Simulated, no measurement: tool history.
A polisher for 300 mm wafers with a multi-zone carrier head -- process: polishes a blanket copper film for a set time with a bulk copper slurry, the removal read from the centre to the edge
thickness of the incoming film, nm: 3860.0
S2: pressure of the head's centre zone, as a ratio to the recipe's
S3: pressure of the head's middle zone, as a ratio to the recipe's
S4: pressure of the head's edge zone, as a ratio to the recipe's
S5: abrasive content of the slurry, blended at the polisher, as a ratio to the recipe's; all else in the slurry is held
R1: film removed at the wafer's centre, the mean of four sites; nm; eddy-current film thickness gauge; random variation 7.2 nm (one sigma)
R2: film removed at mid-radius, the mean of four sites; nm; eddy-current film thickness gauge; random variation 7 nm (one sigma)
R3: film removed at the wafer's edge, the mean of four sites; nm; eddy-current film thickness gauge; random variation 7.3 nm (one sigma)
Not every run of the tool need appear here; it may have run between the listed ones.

Run 1, hour 0: flow of slurry (ml/min) 235, S2 1, S3 1, S4 1, S5 1, polishing time (s) 83. Result: R1 653.78 nm, R2 643.1 nm, R3 703.61 nm.
Run 2, hour 8.8: flow of slurry (ml/min) 235, S2 1, S3 1, S4 0.96, S5 1, polishing time (s) 83. Result: R1 658.56 nm, R2 643.75 nm, R3 662.88 nm.
Run 3, hour 11.8: flow of slurry (ml/min) 235, S2 1, S3 1, S4 0.96, S5 1.1, polishing time (s) 83. Result: R1 674.74 nm, R2 663.97 nm, R3 693.71 nm.
Run 4, hour 19.7: flow of slurry (ml/min) 250, S2 1.05, S3 1, S4 0.97, S5 1.1, polishing time (s) 83. Result: R1 715.13 nm, R2 665.96 nm, R3 700.82 nm.
Run 5, hour 28.5: flow of slurry (ml/min) 250, S2 1.05, S3 1, S4 1.04, S5 1.1, polishing time (s) 83. Result: R1 717.49 nm, R2 672.63 nm, R3 721.65 nm.
Run 6, hour 31.9: flow of slurry (ml/min) 250, S2 1.05, S3 1, S4 1.04, S5 1.2, polishing time (s) 83. Result: R1 730.39 nm, R2 681.7 nm, R3 741.32 nm.
Run 7, hour 34.9: flow of slurry (ml/min) 265, S2 1.09, S3 0.99, S4 1.04, S5 1.2, polishing time (s) 83. Result: R1 758.24 nm, R2 683.9 nm, R3 756.32 nm.
Run 8, hour 41.3: flow of slurry (ml/min) 270, S2 1.12, S3 0.98, S4 1.01, S5 1.25, polishing time (s) 83. Result: R1 802.59 nm, R2 683.58 nm, R3 742.64 nm.
Run 9, hour 45: flow of slurry (ml/min) 280, S2 1.13, S3 0.98, S4 1.01, S5 1.25, polishing time (s) 83. Result: R1 808.52 nm, R2 693.76 nm, R3 754.7 nm.

What does the tool deliver on the next run?
Run 10, hour 47.8: flow of slurry (ml/min) 285, S2 1.15, S3 0.97, S4 1.01, S5 1.25, polishing time (s) 83. Result: R1 ?, R2 ?, R3 ?.

R1: 837.2 nm
R2: 695.62 nm
R3: 767.83 nm
